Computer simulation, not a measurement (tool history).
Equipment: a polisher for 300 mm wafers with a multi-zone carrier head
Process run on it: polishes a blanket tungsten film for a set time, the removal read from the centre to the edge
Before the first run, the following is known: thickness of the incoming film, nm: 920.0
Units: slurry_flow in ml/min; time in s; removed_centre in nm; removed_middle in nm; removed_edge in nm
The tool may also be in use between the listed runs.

run	hour	slurry_flow	centre_zone	middle_zone	edge_zone	slurry_solids	time	removed_centre	removed_middle	removed_edge
1	0	300	1	1	1	1	65	182.19	184.13	184.88
2	2.3	300	1	1	1	1	49	137.1	139.15	141.7
3	6.7	300	1	1	0.99	1	49	139.42	139.72	136.62
4	12.2	225	1	1	0.99	1	49	135.22	135	130.41
5	17.1	225	1	1.07	0.99	1	49	135.41	140.56	131.33
6	24.2	225	1.08	1.07	0.99	1	49	145.39	144.62	134.06
7	32.7	225	1.07	1.06	0.99	1	49	144.46	142.32	133.91

Expected results for the next run?
8	39.9	225	1.06	1.05	0.99	1	49	?	?	?

{"run 8": {"removed_centre": 141.12, "removed_middle": 142.06, "removed_edge": 135.9}}

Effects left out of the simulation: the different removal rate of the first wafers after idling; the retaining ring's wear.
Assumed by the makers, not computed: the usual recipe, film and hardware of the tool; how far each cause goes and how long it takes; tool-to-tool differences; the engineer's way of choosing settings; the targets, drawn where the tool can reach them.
